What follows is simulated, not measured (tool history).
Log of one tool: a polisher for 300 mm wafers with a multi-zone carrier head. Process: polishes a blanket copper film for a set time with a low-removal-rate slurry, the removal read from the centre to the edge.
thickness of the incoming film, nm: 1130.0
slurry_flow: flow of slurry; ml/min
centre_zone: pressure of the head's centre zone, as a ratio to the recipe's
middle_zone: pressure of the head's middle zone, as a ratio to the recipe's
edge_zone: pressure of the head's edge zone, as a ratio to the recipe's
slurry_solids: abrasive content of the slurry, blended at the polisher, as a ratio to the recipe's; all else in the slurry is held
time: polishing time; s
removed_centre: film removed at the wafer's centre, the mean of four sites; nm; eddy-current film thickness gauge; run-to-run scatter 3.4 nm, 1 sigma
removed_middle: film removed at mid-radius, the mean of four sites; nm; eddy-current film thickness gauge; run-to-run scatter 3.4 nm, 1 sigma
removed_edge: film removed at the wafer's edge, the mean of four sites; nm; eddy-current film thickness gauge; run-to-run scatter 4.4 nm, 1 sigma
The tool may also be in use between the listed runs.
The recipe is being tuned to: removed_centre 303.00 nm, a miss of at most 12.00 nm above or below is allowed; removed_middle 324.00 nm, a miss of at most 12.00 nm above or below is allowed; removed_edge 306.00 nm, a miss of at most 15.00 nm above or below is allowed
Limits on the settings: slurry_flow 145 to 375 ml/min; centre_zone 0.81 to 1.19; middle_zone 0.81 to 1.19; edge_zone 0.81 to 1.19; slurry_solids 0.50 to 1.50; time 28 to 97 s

Run 1, hour 0.0: slurry_flow 240 ml/min, centre_zone 1.00, middle_zone 1.00, edge_zone 1.00, slurry_solids 1.00, time 62 s. Result: removed_centre 262.50 nm, removed_middle 257.91 nm, removed_edge 253.82 nm.
Run 2, hour 2.9: slurry_flow 240 ml/min, centre_zone 1.04, middle_zone 1.00, edge_zone 1.00, slurry_solids 1.00, time 62 s. Result: removed_centre 273.68 nm, removed_middle 254.73 nm, removed_edge 257.10 nm.
Run 3, hour 4.9: slurry_flow 220 ml/min, centre_zone 1.04, middle_zone 1.00, edge_zone 1.00, slurry_solids 1.00, time 62 s. Result: removed_centre 276.08 nm, removed_middle 257.23 nm, removed_edge 251.15 nm.
Run 4, hour 6.3: slurry_flow 230 ml/min, centre_zone 1.04, middle_zone 1.02, edge_zone 1.02, slurry_solids 1.05, time 62 s. Result: removed_centre 270.28 nm, removed_middle 266.62 nm, removed_edge 252.50 nm.
Run 5, hour 8.0: slurry_flow 240 ml/min, centre_zone 1.04, middle_zone 1.02, edge_zone 1.03, slurry_solids 1.10, time 63 s. Result: removed_centre 283.78 nm, removed_middle 266.93 nm, removed_edge 262.35 nm.
Run 6, hour 15.0: slurry_flow 245 ml/min, centre_zone 1.03, middle_zone 1.03, edge_zone 1.04, slurry_solids 1.15, time 64 s. Result: removed_centre 289.23 nm, removed_middle 279.65 nm, removed_edge 266.06 nm.
Run 7, hour 19.4: slurry_flow 250 ml/min, centre_zone 1.01, middle_zone 1.03, edge_zone 1.05, slurry_solids 1.15, time 65 s. Result: removed_centre 291.71 nm, removed_middle 282.55 nm, removed_edge 274.26 nm.
Run 8, hour 27.1: slurry_flow 250 ml/min, centre_zone 1.01, middle_zone 1.03, edge_zone 1.05, slurry_solids 1.15, time 65 s. Result: removed_centre 288.21 nm, removed_middle 282.66 nm, removed_edge 277.14 nm.
Run 9, hour 28.1: slurry_flow 255 ml/min, centre_zone 1.00, middle_zone 1.04, edge_zone 1.06, slurry_solids 1.20, time 66 s. Result: removed_centre 294.92 nm, removed_middle 290.56 nm, removed_edge 285.61 nm.
Run 10, hour 29.2: slurry_flow 260 ml/min, centre_zone 0.99, middle_zone 1.05, edge_zone 1.07, slurry_solids 1.25, time 66 s. Result: removed_centre 292.20 nm, removed_middle 296.76 nm, removed_edge 290.31 nm.
Run 11, hour 30.7: slurry_flow 265 ml/min, centre_zone 0.99, middle_zone 1.06, edge_zone 1.07, slurry_solids 1.30, time 66 s. Result: removed_centre 291.67 nm, removed_middle 309.88 nm, removed_edge 297.60 nm.
Run 12, hour 36.3: slurry_flow 270 ml/min, centre_zone 0.99, middle_zone 1.06, edge_zone 1.07, slurry_solids 1.30, time 66 s. Result: removed_centre 292.67 nm, removed_middle 299.93 nm, removed_edge 297.59 nm.
Run 13, hour 43.8: slurry_flow 270 ml/min, centre_zone 0.99, middle_zone 1.07, edge_zone 1.07, slurry_solids 1.30, time 66 s. Result: removed_centre 298.37 nm, removed_middle 303.43 nm, removed_edge 290.75 nm.
Run 14, hour 47.5: slurry_flow 270 ml/min, centre_zone 0.99, middle_zone 1.07, edge_zone 1.07, slurry_solids 1.35, time 66 s. Result: removed_centre 304.35 nm, removed_middle 302.74 nm, removed_edge 300.14 nm.
Run 15, hour 53.1: slurry_flow 270 ml/min, centre_zone 0.99, middle_zone 1.08, edge_zone 1.07, slurry_solids 1.35, time 66 s. Result: removed_centre 301.02 nm, removed_middle 312.59 nm, removed_edge 288.67 nm.
Run 16, hour 59.8: slurry_flow 270 ml/min, centre_zone 0.99, middle_zone 1.08, edge_zone 1.07, slurry_solids 1.35, time 66 s. Result: removed_centre 301.37 nm, removed_middle 306.21 nm, removed_edge 298.09 nm.

Of the 5 settings listed for the next run, only one would bring every result within its allowed miss of target. Which one?
Run A, hour 66.5: slurry_flow 370 ml/min, centre_zone 1.03, middle_zone 0.98, edge_zone 1.19, slurry_solids 1.40, time 65 s. Result: removed_centre ?, removed_middle ?, removed_edge ?.
Run B, hour 66.5: slurry_flow 290 ml/min, centre_zone 0.97, middle_zone 1.00, edge_zone 1.17, slurry_solids 1.50, time 66 s. Result: removed_centre ?, removed_middle ?, removed_edge ?.
Run C, hour 66.5: slurry_flow 275 ml/min, centre_zone 0.98, middle_zone 0.92, edge_zone 1.09, slurry_solids 1.45, time 67 s. Result: removed_centre ?, removed_middle ?, removed_edge ?.
Run D, hour 66.5: slurry_flow 190 ml/min, centre_zone 0.96, middle_zone 1.08, edge_zone 1.02, slurry_solids 1.45, time 71 s. Result: removed_centre ?, removed_middle ?, removed_edge ?.
Run E, hour 66.5: slurry_flow 300 ml/min, centre_zone 1.05, middle_zone 1.02, edge_zone 1.04, slurry_solids 1.50, time 63 s. Result: removed_centre ?, removed_middle ?, removed_edge ?.

move  removed_centre  removed_middle  removed_edge
   A          322.06          293.68        320.98
   B          306.93          299.74        321.43
   C          310.20          282.79        311.63
   D          305.05          320.39        306.74
   E          314.72          291.35        289.75
A: the biggest miss grows against the last run
B: the biggest miss grows against the last run
C: the biggest miss grows against the last run
D: all results in spec
E: the biggest miss grows against the last run
D is the move that brings every result within its allowed miss.
